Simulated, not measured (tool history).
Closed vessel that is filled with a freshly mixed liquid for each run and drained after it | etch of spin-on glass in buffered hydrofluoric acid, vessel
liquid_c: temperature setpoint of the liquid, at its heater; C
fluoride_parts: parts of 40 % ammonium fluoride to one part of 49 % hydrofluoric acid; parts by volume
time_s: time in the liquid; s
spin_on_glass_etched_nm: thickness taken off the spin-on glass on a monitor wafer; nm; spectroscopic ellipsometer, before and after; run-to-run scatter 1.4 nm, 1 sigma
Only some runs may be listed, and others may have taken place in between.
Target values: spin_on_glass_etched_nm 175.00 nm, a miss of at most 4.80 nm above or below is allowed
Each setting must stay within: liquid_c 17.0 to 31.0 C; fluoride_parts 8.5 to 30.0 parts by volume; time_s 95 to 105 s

run  hour  liquid_c  fluoride_parts  time_s  spin_on_glass_etched_nm
  1   0.0      23.0            23.0      95                   141.81
  2   6.6      24.0            23.0      95                   147.79
  3   9.2      25.0            23.0      95                   153.56
  4  18.0      24.0            23.0      95                   149.57
  5  22.4      24.0            29.0      95                   126.06
  6  28.4      24.0            24.0      95                   143.09
  7  32.3      25.5            24.0      95                   156.82
  8  36.1      26.0            24.0      95                   160.70
  9  41.5      26.5            24.0      95                   163.62
 10  43.7      27.0            24.0      95                   166.52

4 next moves are on the table. One of them brings every result within its allowed miss. Which?
  A  45.9      25.5            23.5      95                        ?
  B  45.9      26.0            28.0     105                        ?
  C  45.9      29.0            26.5      95                        ?
  D  45.9      26.5            26.5     100                        ?

move  spin_on_glass_etched_nm
   A                   158.54
   B                   159.64
   C                   176.28
   D                   162.23
A: the biggest miss grows against the last run
B: the biggest miss grows against the last run
C: all results land within tolerance of their targets
D: the biggest miss grows against the last run
So the answer is move C, the one that meets all the targets.

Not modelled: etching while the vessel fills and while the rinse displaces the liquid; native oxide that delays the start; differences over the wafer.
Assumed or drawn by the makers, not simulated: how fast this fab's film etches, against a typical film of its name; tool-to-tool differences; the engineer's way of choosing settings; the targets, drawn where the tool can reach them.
